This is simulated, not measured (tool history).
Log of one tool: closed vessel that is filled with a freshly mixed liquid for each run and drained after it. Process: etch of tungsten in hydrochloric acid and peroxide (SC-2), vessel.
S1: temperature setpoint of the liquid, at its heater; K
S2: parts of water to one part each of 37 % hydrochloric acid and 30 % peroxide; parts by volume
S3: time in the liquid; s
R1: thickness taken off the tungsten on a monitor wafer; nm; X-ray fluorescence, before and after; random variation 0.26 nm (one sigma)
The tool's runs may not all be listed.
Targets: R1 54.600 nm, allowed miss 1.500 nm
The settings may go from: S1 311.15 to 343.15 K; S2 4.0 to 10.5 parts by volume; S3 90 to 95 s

run 1 hour=0.0 | S1=327.15 S2=5.5 S3=90 | R1=40.847
run 2 hour=7.1 | S1=327.15 S2=5.5 S3=90 | R1=41.014
run 3 hour=12.6 | S1=328.65 S2=5.5 S3=90 | R1=45.231
run 4 hour=20.4 | S1=332.15 S2=5.5 S3=90 | R1=56.305
run 5 hour=27.3 | S1=336.65 S2=5.5 S3=90 | R1=74.863
run 6 hour=28.6 | S1=336.65 S2=5.5 S3=90 | R1=75.437
run 7 hour=35.1 | S1=335.15 S2=5.5 S3=90 | R1=68.174
run 8 hour=37.9 | S1=334.15 S2=5.5 S3=90 | R1=64.055
run 9 hour=40.9 | S1=333.15 S2=5.5 S3=90 | R1=59.931
run 10 hour=43.7 | S1=333.15 S2=5.5 S3=90 | R1=60.484
run 11 hour=45.1 | S1=332.65 S2=5.5 S3=90 | R1=58.233
run 12 hour=46.4 | S1=332.15 S2=5.5 S3=90 | R1=56.423

Which of these 4 next moves meets every target?
run A hour=47.7 | S1=331.65 S2=5.0 S3=90 | R1=?
run B hour=47.7 | S1=327.15 S2=4.0 S3=95 | R1=?
run C hour=47.7 | S1=329.15 S2=4.0 S3=90 | R1=?
run D hour=47.7 | S1=333.15 S2=6.0 S3=95 | R1=?

move=A R1=58.677
move=B R1=54.135
move=C R1=58.366
move=D R1=59.567
A: further off than the last run
B: meets every target
C: further off than the last run
D: further off than the last run
Move B is the one to make.
